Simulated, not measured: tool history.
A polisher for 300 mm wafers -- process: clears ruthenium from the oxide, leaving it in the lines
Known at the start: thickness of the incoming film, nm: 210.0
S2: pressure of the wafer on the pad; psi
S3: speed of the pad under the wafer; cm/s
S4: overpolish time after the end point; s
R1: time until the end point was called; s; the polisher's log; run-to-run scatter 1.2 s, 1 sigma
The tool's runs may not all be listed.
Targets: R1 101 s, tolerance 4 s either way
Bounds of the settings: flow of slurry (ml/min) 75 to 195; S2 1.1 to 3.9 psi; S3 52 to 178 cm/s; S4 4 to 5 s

run 1 hour=0 | flow_of_slurry_(ml/min)=125 S2=2.5 S3=114 S4=5 | R1=151
run 2 hour=8.1 | flow_of_slurry_(ml/min)=130 S2=2.8 S3=114 S4=5 | R1=129.63
run 3 hour=16.7 | flow_of_slurry_(ml/min)=130 S2=3.2 S3=114 S4=5 | R1=117.45
run 4 hour=24.1 | flow_of_slurry_(ml/min)=140 S2=3.3 S3=114 S4=5 | R1=109.91
run 5 hour=30.2 | flow_of_slurry_(ml/min)=145 S2=3.3 S3=114 S4=5 | R1=110.4
run 6 hour=36 | flow_of_slurry_(ml/min)=145 S2=3.1 S3=114 S4=5 | R1=115.13
run 7 hour=43.2 | flow_of_slurry_(ml/min)=155 S2=3.1 S3=114 S4=5 | R1=115.94
run 8 hour=50.1 | flow_of_slurry_(ml/min)=155 S2=3.2 S3=114 S4=5 | R1=112.56
run 9 hour=55.2 | flow_of_slurry_(ml/min)=155 S2=3.3 S3=114 S4=5 | R1=108.95
run 10 hour=57.9 | flow_of_slurry_(ml/min)=155 S2=3.4 S3=114 S4=5 | R1=104.84

Which single option among these 4 for the next run brings every result within its allowed miss of target? Just one does.
run A hour=60.6 | flow_of_slurry_(ml/min)=155 S2=3.4 S3=110 S4=5 | R1=?
run B hour=60.6 | flow_of_slurry_(ml/min)=110 S2=3.9 S3=100 S4=4 | R1=?
run C hour=60.6 | flow_of_slurry_(ml/min)=140 S2=3.5 S3=120 S4=5 | R1=?
run D hour=60.6 | flow_of_slurry_(ml/min)=175 S2=2.9 S3=122 S4=5 | R1=?

move=A R1=110.26
move=B R1=113.59
move=C R1=100.44
move=D R1=114.23
A: moves away from the targets compared with the last run
B: moves away from the targets compared with the last run
C: in spec on every target
D: moves away from the targets compared with the last run
Go with C: it meets all targets.

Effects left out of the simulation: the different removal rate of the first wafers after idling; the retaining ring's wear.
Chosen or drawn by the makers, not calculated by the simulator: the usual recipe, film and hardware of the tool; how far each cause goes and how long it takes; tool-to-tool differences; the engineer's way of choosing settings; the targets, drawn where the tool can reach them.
